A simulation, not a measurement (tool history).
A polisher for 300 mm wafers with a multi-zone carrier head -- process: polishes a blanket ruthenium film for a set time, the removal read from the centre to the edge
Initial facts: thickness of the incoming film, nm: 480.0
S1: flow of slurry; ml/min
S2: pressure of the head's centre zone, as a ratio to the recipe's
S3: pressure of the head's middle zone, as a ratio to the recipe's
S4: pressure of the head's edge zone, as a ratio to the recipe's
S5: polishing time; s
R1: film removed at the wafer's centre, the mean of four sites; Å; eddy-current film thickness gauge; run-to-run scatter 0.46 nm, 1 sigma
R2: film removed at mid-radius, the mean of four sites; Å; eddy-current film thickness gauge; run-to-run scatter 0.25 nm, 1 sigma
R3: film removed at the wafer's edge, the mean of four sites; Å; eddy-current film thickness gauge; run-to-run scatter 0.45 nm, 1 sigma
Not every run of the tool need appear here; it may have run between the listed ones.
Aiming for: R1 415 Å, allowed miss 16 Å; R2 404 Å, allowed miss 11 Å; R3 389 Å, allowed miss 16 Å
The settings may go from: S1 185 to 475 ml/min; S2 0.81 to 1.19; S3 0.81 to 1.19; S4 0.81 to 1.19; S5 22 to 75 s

Run 1, hour 0: S1 305 ml/min, S2 1, S3 1, S4 1, S5 48 s. Result: R1 306.34 Å, R2 300.45 Å, R3 306.73 Å.
Run 2, hour 3.2: S1 310 ml/min, S2 1.03, S3 1.03, S4 1.03, S5 50 s. Result: R1 324.32 Å, R2 323.1 Å, R3 322.61 Å.
Run 3, hour 4.4: S1 315 ml/min, S2 1.06, S3 1.05, S4 1.05, S5 52 s. Result: R1 355.23 Å, R2 342.84 Å, R3 333.21 Å.
Run 4, hour 9.5: S1 315 ml/min, S2 1.06, S3 1.05, S4 1.12, S5 52 s. Result: R1 346.7 Å, R2 342.47 Å, R3 349.48 Å.
Run 5, hour 14: S1 320 ml/min, S2 1.08, S3 1.07, S4 1.13, S5 53 s. Result: R1 361.84 Å, R2 353.62 Å, R3 355.08 Å.
Run 6, hour 19.7: S1 320 ml/min, S2 1.08, S3 1.07, S4 1.13, S5 64 s. Result: R1 438.56 Å, R2 431.69 Å, R3 435.08 Å.
Run 7, hour 21: S1 315 ml/min, S2 1.08, S3 1.07, S4 1.1, S5 63 s. Result: R1 434.04 Å, R2 419.85 Å, R3 418 Å.
Run 8, hour 28.2: S1 305 ml/min, S2 1.08, S3 1.07, S4 1.08, S5 63 s. Result: R1 427.68 Å, R2 420.06 Å, R3 409.96 Å.
At hour 29.1: slurry nozzle cleaned.
Run 9, hour 29.1: S1 295 ml/min, S2 1.08, S3 1.07, S4 1.07, S5 63 s. Result: R1 448.11 Å, R2 438.25 Å, R3 420.67 Å.
Run 10, hour 33.2: S1 315 ml/min, S2 1.08, S3 1.07, S4 1.06, S5 63 s. Result: R1 451.44 Å, R2 436.65 Å, R3 419.22 Å.
Run 11, hour 37.2: S1 315 ml/min, S2 1.08, S3 1.07, S4 1.06, S5 63 s. Result: R1 448.67 Å, R2 434.63 Å, R3 422.4 Å.
Run 12, hour 40: S1 300 ml/min, S2 1.08, S3 1.06, S4 1.05, S5 63 s. Result: R1 449.28 Å, R2 434.04 Å, R3 415.81 Å.

Exercise: of the 5 proposed moves below, exactly one satisfies all targets within the stated allowed misses. Which move is it?
Run A, hour 42.8: S1 315 ml/min, S2 1, S3 0.98, S4 1.16, S5 64 s. Result: R1 ?, R2 ?, R3 ?.
Run B, hour 42.8: S1 305 ml/min, S2 1.09, S3 1.06, S4 1.18, S5 68 s. Result: R1 ?, R2 ?, R3 ?.
Run C, hour 42.8: S1 375 ml/min, S2 1.04, S3 1.03, S4 0.98, S5 59 s. Result: R1 ?, R2 ?, R3 ?.
Run D, hour 42.8: S1 310 ml/min, S2 1.16, S3 1.16, S4 0.97, S5 62 s. Result: R1 ?, R2 ?, R3 ?.
Run E, hour 42.8: S1 460 ml/min, S2 0.91, S3 0.93, S4 1.04, S5 65 s. Result: R1 ?, R2 ?, R3 ?.

move      R1      R2      R3
   A  429.03  416.45  452.78
   B  495.87  471.27  483.79
   C  418.15  406.18  387.72
   D  482.48  464.88   399.9
   E  408.67   416.7  445.04
A: further off than the last run
B: further off than the last run
C: every result within its allowed miss
D: further off than the last run
E: further off than the last run
So the answer is move C, the one that meets all the targets.

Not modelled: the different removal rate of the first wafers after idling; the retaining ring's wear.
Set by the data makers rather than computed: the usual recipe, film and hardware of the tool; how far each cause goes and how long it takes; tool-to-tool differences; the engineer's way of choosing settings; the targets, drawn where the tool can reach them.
